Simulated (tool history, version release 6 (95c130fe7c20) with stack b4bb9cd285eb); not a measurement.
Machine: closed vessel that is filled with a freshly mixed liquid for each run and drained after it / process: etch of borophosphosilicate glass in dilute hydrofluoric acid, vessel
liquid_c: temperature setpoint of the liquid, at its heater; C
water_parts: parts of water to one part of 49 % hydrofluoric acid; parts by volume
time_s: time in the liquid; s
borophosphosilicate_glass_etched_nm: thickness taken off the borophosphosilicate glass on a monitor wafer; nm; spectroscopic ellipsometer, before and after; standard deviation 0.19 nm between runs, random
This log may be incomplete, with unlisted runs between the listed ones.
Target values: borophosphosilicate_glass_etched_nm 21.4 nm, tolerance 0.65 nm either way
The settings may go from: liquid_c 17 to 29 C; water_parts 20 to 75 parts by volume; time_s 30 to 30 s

run,hour,liquid_c,water_parts,time_s,borophosphosilicate_glass_etched_nm
1,0,21,45,30,28.473
2,3.2,20.5,45,30,27.838
3,7.6,23,45,30,31.059
4,9,20,45,30,27.364
5,10.6,20,35,30,35.569
6,12.9,20,45,30,27.227
7,18.3,20,45,30,27.124
8,26.7,19.5,45,30,26.436
9,31.4,19,45,30,26.024
10,37.5,18,50,30,22.507

Below are 4 possible settings for the next run. Only one of them brings all results inside the allowed miss of their targets. Which is it?
A,43.6,18,55,30,?
B,43.6,19,50,30,?
C,43.6,17,55,30,?
D,43.6,19.5,55,30,?

move,borophosphosilicate_glass_etched_nm
A,20.003
B,23.093
C,19.168
D,21.309
A: takes the result that was furthest off past its target
B: misses by more than the last run did
C: takes the result that was furthest off past its target
D: all results land within tolerance of their targets
So the answer is move D, the one that meets all the targets.

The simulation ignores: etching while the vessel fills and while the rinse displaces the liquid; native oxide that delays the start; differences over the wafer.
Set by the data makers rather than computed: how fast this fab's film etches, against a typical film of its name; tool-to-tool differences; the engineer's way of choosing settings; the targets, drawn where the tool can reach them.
